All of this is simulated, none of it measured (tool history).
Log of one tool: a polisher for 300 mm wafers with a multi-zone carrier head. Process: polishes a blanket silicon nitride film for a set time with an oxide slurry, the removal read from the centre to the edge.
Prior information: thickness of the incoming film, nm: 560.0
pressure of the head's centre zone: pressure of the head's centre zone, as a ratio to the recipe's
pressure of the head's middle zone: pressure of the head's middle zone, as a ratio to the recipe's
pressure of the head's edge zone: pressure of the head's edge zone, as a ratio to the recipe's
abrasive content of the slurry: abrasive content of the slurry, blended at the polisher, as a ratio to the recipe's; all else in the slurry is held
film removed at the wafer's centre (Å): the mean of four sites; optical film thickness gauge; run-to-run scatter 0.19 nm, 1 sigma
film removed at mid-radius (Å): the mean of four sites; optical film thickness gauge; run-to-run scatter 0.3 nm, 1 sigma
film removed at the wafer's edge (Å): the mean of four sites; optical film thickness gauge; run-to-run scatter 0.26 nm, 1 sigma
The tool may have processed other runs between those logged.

run  hour  flow of slurry (ml/min)  pressure of the head's centre zone  pressure of the head's middle zone  pressure of the head's edge zone  abrasive content of the slurry  polishing time (s)  film removed at the wafer's centre (Å)  film removed at mid-radius (Å)  film removed at the wafer's edge (Å)
  1   0.0                      160                                1.00                                1.00                              1.00                            1.00                  35                                  161.03                          165.45                                162.39
  2   4.4                      170                                1.02                                1.02                              1.00                            1.00                  35                                  167.92                          172.02                                155.87
  3   8.1                      175                                1.03                                1.02                              1.01                            1.05                  35                                  175.94                          171.79                                164.24
  4  15.3                      175                                1.03                                0.94                              1.01                            1.05                  35                                  173.44                          162.66                                166.12
  5  21.4                      180                                1.04                                0.96                              1.01                            1.05                  35                                  174.60                          168.22                                167.30
  6  26.2                      180                                1.09                                0.96                              1.01                            1.05                  35                                  184.36                          169.27                                170.70
  7  33.5                      185                                1.09                                0.98                              1.01                            1.05                  35                                  185.83                          174.07                                168.78
  8  41.6                      190                                1.09                                1.00                              1.01                            1.05                  35                                  188.65                          176.93                                163.20
  9  45.5                      190                                1.09                                1.01                              1.01                            1.10                  35                                  190.07                          178.88                                168.17
 10  50.7                      190                                1.09                                1.02                              1.01                            1.10                  35                                  191.37                          184.31                                169.24
 11  57.7                      195                                1.09                                1.03                              1.01                            1.10                  35                                  191.40                          187.62                                174.23

What does the tool deliver on the next run?
 12  60.0                      200                                1.10                                1.04                              1.01                            1.10                  35                                       ?                               ?                                     ?

Run 12 produced film removed at the wafer's centre (Å) 189.64, film removed at mid-radius (Å) 187.31, film removed at the wafer's edge (Å) 171.56.
